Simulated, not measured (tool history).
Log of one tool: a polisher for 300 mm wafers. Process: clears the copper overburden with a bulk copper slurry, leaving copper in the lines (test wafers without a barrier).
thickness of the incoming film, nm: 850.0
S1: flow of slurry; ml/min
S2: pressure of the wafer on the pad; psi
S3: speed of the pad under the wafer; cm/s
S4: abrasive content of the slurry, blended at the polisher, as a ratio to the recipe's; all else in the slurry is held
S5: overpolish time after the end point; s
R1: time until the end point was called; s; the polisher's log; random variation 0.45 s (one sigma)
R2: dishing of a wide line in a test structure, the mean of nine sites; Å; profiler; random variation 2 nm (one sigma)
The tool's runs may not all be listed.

run 1 hour=0 | S1=140 S2=3.1 S3=96 S4=1 S5=29 | R1=78.3 R2=1119.4
run 2 hour=2 | S1=140 S2=3.1 S3=96 S4=1 S5=24 | R1=78.04 R2=1053.3
run 3 hour=4.9 | S1=120 S2=3.1 S3=96 S4=1 S5=24 | R1=80.444 R2=1039.4
run 4 hour=12.2 | S1=130 S2=3.4 S3=96 S4=1 S5=22 | R1=71.456 R2=1063.8
run 5 hour=16 | S1=130 S2=3.4 S3=80 S4=1 S5=22 | R1=87.631 R2=945.84
run 6 hour=19.2 | S1=140 S2=3.7 S3=80 S4=1 S5=22 | R1=79.072 R2=1040.3
run 7 hour=21.5 | S1=145 S2=4 S3=82 S4=1 S5=20 | R1=72.037 R2=1000.6
run 8 hour=27.2 | S1=145 S2=4.2 S3=84 S4=1 S5=21 | R1=65.954 R2=1090.1

The next listed run, before its measurement:
run 9 hour=34.7 | S1=180 S2=4.9 S3=86 S4=1 S5=17 | R1=? R2=?

R1: 54.387 s
R2: 1142.6 Å
